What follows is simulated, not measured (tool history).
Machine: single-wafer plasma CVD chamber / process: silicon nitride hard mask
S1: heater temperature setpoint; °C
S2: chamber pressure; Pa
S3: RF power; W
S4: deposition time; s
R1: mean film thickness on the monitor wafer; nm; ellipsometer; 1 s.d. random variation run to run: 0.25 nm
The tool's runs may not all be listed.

run,hour,S1,S2,S3,S4,R1
1,0,420,196,320,65.4,72.703
2,6.8,420,200,320,65.4,72.596
3,10.4,420,200,320,67.4,74.974
4,11.4,420,201,320,67.4,74.91
5,12.9,420,201,320,67.4,74.949
6,19.6,420,204,320,67.4,75.068
7,20.9,420,207,320,67.4,75.19
8,25.8,420,209,320,67.4,75.387

What does the tool deliver on the next run?
# hour 32.1: capacitance manometer re-zeroed and calibrated
9,32.1,420,211,320,67.4,?

R1: 74.78 nm
